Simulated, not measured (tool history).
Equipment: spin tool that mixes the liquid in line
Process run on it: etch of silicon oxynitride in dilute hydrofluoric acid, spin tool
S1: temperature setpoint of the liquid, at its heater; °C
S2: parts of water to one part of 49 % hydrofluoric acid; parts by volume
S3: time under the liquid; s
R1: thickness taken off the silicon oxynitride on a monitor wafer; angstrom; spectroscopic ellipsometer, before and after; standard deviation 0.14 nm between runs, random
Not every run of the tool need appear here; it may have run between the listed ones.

run 1 hour=0.0 | S1=23.0 S2=150 S3=290 | R1=30.600
run 2 hour=1.4 | S1=24.0 S2=140 S3=290 | R1=35.063
run 3 hour=4.7 | S1=27.0 S2=140 S3=290 | R1=38.387
run 4 hour=10.3 | S1=27.5 S2=130 S3=290 | R1=44.580
run 5 hour=12.3 | S1=28.0 S2=125 S3=290 | R1=47.030
run 6 hour=15.6 | S1=28.5 S2=120 S3=290 | R1=51.846
run 7 hour=17.3 | S1=29.0 S2=120 S3=290 | R1=51.052

For run 8, what comes out?
run 8 hour=24.8 | S1=29.0 S2=115 S3=290 | R1=?

Run 8 yielded R1 54.756 angstrom.
